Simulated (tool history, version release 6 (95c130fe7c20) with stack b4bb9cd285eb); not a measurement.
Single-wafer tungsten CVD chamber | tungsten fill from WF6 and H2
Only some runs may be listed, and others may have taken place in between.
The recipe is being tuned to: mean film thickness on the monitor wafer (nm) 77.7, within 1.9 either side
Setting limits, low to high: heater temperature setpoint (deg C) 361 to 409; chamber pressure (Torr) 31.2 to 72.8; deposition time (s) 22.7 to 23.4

run  hour  heater temperature setpoint (deg C)  chamber pressure (Torr)  deposition time (s)  mean film thickness on the monitor wafer (nm)
  1     0                                  385                       52                 22.7                                         64.423
  2   6.9                                  385                     55.3                 22.7                                         65.685
  3   7.7                                  385                     47.1                 22.7                                         63.021
  4   8.7                                  385                     50.5                 22.7                                         63.986
     10.2  -- capacitance manometer re-zeroed and calibrated
  5  10.2                                  385                     44.4                 22.7                                         62.406
  6  18.8                                  387                     44.5                 22.7                                         65.846
  7  23.7                                  388                     44.6                 22.7                                         67.298
  8  29.8                                  389                     44.7                 22.7                                         68.573
  9  30.3                                  389                     44.7                 22.7                                          68.79
 10  36.7                                  389                     44.7                 22.7                                         68.524
 11  44.3                                  390                     44.8                 22.7                                         70.195
 12  47.6                                  391                     44.9                 22.7                                          71.78
 13  54.7                                  393                     45.1                 22.7                                         74.867

Which single option among these 5 for the next run brings every result within its allowed miss of target? Just one does.
  A  61.8                                  396                     38.5                 23.1                                              ?
  B  61.8                                  390                     50.1                 22.7                                              ?
  C  61.8                                  395                     50.2                 22.7                                              ?
  D  61.8                                  393                     39.9                 22.7                                              ?
  E  61.8                                  396                     45.5                 23.4                                              ?

move  mean film thickness on the monitor wafer (nm)
   A                                         77.854
   B                                          71.98
   C                                         80.209
   D                                         72.378
   E                                         82.278
A: every result lands within tolerance
B: the biggest miss grows against the last run
C: carries the result that was furthest off beyond its target, to the other side
D: the biggest miss grows against the last run
E: carries the result that was furthest off beyond its target, to the other side
Answer: A
